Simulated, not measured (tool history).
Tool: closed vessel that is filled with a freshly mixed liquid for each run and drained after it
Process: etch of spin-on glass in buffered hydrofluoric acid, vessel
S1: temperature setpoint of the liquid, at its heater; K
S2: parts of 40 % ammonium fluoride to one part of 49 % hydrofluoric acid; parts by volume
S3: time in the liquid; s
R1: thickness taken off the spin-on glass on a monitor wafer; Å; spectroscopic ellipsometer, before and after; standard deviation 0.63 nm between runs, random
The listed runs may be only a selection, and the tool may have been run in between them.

run    day      S1  S2   S3      R1
  1  0.000  294.15  14   90  1171.0
  2  0.275  294.15  14  100  1276.5
  3  0.533  294.15  14   90  1150.0
  4  0.788  296.65  14   90  1337.2
  5  0.942  293.15  14   90  1094.1
  6  0.988  293.15  14   90  1097.4
  7  1.329  295.15  14   90  1226.2
  8  1.608  296.15  14   90  1304.5
  9  1.738  297.15  14   90  1365.6

Run 10 has not been measured yet. What should we expect?
 10  2.017  297.65  14  90   ?

Run 10 yielded R1 1409.1 Å.
